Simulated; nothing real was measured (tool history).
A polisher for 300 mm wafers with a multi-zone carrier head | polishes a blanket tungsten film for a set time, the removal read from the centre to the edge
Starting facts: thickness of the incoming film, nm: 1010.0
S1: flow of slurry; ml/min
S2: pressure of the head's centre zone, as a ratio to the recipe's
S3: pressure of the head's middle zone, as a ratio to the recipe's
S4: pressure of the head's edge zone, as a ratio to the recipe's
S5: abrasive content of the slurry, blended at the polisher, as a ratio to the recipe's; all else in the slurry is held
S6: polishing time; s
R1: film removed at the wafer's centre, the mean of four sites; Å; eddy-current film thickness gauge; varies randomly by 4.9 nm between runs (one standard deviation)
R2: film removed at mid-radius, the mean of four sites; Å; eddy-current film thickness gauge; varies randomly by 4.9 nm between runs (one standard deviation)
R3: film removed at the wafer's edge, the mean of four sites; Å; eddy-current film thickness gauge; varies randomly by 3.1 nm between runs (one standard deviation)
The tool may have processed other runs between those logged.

run 1 day=0.000 | S1=235 S2=1.00 S3=1.00 S4=1.00 S5=1.00 S6=61 | R1=2418.0 R2=2405.9 R3=2480.0
run 2 day=0.296 | S1=240 S2=1.03 S3=1.00 S4=1.02 S5=1.10 S6=63 | R1=2714.9 R2=2517.7 R3=2598.9
run 3 day=0.662 | S1=240 S2=1.03 S3=0.99 S4=1.04 S5=1.15 S6=66 | R1=2842.2 R2=2691.0 R3=2810.2
run 4 day=0.700 | S1=240 S2=1.03 S3=0.99 S4=1.09 S5=1.15 S6=66 | R1=2813.4 R2=2703.7 R3=2868.1
run 5 day=0.888 | S1=240 S2=1.03 S3=0.99 S4=1.09 S5=1.25 S6=66 | R1=2879.9 R2=2718.2 R3=2935.5
run 6 day=1.079 | S1=240 S2=1.03 S3=1.03 S4=1.09 S5=1.25 S6=66 | R1=2886.8 R2=2812.8 R3=2912.1
run 7 day=1.229 | S1=245 S2=1.05 S3=1.02 S4=1.10 S5=1.30 S6=68 | R1=3063.8 R2=2874.2 R3=3074.5
run 8 day=1.517 | S1=250 S2=1.07 S3=1.03 S4=1.10 S5=1.35 S6=69 | R1=3308.4 R2=3071.4 R3=3112.7
run 9 day=1.808 | S1=255 S2=1.09 S3=1.01 S4=1.12 S5=1.40 S6=70 | R1=3402.9 R2=2990.4 R3=3274.0
run 10 day=1.946 | S1=260 S2=1.11 S3=1.02 S4=1.13 S5=1.40 S6=71 | R1=3479.4 R2=3115.5 R3=3337.9

Expected results for the next run?
run 11 day=2.008 | S1=260 S2=1.12 S3=1.01 S4=1.12 S5=1.40 S6=72 | R1=? R2=? R3=?

{"run 11": {"R1": 3593.7, "R2": 3083.2, "R3": 3384.8}}

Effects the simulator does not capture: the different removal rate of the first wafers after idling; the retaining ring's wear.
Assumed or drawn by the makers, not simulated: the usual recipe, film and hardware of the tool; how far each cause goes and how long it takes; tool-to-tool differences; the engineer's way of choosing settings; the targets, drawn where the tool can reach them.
